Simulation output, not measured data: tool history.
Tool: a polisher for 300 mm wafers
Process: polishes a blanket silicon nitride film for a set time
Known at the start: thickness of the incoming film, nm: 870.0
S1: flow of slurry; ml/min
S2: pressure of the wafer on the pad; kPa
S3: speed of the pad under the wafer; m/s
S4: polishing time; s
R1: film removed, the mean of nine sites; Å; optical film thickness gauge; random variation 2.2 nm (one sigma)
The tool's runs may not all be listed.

run,day,S1,S2,S3,S4,R1
1,0,175,27.6,1.42,48,1102.9
2,0.096,175,27.6,1.22,48,1035.2
3,0.196,205,27.6,1.22,48,1040.7
4,0.3,205,32.4,1.22,48,1208.4
5,0.55,205,32.4,1.5,48,1351
6,0.771,205,29.6,1.5,48,1265.8
7,0.796,205,31,1.52,48,1298.1

The next listed run, before its measurement:
8,1.129,205,32.4,1.54,48,?

R1: 1392.6 Å

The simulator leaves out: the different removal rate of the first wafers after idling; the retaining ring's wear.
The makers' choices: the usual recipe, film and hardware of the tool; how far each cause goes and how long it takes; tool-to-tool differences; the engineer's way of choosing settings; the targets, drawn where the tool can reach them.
